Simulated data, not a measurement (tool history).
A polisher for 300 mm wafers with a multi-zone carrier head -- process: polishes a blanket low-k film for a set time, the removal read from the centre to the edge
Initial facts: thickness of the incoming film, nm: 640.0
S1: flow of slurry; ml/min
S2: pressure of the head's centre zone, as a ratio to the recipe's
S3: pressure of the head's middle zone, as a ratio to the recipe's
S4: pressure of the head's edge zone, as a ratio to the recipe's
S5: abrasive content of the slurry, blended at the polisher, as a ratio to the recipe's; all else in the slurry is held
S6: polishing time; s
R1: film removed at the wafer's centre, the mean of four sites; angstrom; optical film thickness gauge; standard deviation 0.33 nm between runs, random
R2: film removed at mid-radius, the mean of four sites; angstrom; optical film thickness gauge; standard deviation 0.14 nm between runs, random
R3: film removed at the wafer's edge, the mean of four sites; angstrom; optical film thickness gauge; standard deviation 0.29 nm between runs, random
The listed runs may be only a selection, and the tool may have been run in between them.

{"run": 1, "hour": 0.0, "S1": 200, "S2": 1.0, "S3": 1.0, "S4": 1.0, "S5": 1.0, "S6": 73, "R1": 331.31, "R2": 339.28, "R3": 338.68}
{"run": 2, "hour": 7.5, "S1": 200, "S2": 1.0, "S3": 1.0, "S4": 1.0, "S5": 1.2, "S6": 73, "R1": 347.13, "R2": 356.49, "R3": 354.12}
{"run": 3, "hour": 11.6, "S1": 195, "S2": 1.0, "S3": 0.98, "S4": 1.0, "S5": 1.15, "S6": 71, "R1": 346.16, "R2": 336.89, "R3": 337.82}
{"run": 4, "hour": 14.1, "S1": 195, "S2": 1.0, "S3": 0.91, "S4": 1.0, "S5": 1.15, "S6": 71, "R1": 337.6, "R2": 321.35, "R3": 335.15}
{"run": 5, "hour": 15.0, "S1": 190, "S2": 1.0, "S3": 0.9, "S4": 1.01, "S5": 1.1, "S6": 70, "R1": 337.66, "R2": 308.87, "R3": 336.83}
{"run": 6, "hour": 17.9, "S1": 190, "S2": 0.99, "S3": 0.89, "S4": 1.0, "S5": 1.05, "S6": 69, "R1": 308.0, "R2": 294.62, "R3": 311.79}
{"run": 7, "hour": 26.3, "S1": 190, "S2": 0.99, "S3": 0.89, "S4": 1.0, "S5": 1.05, "S6": 69, "R1": 315.13, "R2": 294.31, "R3": 317.23}
{"run": 8, "hour": 30.2, "S1": 185, "S2": 0.99, "S3": 0.88, "S4": 1.0, "S5": 1.0, "S6": 68, "R1": 301.09, "R2": 283.55, "R3": 307.49}
{"run": 9, "hour": 35.0, "S1": 180, "S2": 0.99, "S3": 0.87, "S4": 1.0, "S5": 0.95, "S6": 67, "R1": 291.53, "R2": 274.7, "R3": 295.54}

Estimate the outcome of run 10 from the log above:
{"run": 10, "hour": 42.4, "S1": 180, "S2": 0.99, "S3": 0.87, "S4": 1.0, "S5": 0.95, "S6": 67, "R1": "?", "R2": "?", "R3": "?"}

{"run 10": {"R1": 294.04, "R2": 276.81, "R3": 297.8}}
